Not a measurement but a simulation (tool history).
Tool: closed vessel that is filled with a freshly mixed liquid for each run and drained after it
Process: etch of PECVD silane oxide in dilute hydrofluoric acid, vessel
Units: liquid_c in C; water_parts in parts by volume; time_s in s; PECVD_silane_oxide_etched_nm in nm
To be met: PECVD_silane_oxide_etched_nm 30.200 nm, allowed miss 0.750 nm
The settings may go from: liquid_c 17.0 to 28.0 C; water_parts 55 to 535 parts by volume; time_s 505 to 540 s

run	hour	liquid_c	water_parts	time_s	PECVD_silane_oxide_etched_nm
1	0.0	20.0	295	505	58.698
2	6.1	19.5	325	505	51.339
3	13.6	19.5	280	505	62.361
4	18.9	19.5	225	505	81.175
5	22.7	19.0	270	505	63.674
6	24.1	18.5	300	505	54.686
7	26.8	18.0	325	505	48.591
8	30.9	18.0	345	505	45.510
9	33.1	18.0	365	505	41.517
10	34.9	18.0	380	505	39.577
11	37.8	18.0	395	505	37.842
# hour 44.9: thermometer replaced
12	44.9	18.0	405	505	35.043
13	52.4	18.0	410	505	34.648
14	61.1	18.0	415	505	33.685
15	70.3	18.0	420	505	33.004
16	72.8	18.0	425	505	32.362
17	74.7	17.5	430	505	31.668

5 next moves are on the table. One of them brings every result within its allowed miss. Which?
A	76.6	18.0	475	540	?
B	76.6	17.0	455	505	?
C	76.6	19.5	455	540	?
D	76.6	19.5	490	505	?
E	76.6	17.0	475	535	?

move	PECVD_silane_oxide_etched_nm
A	30.316
B	29.017
C	33.834
D	28.591
E	29.011
A: meets every target
B: takes the result that was furthest off past its target
C: further off than the last run
D: takes the result that was furthest off past its target
E: takes the result that was furthest off past its target
The right move is A.
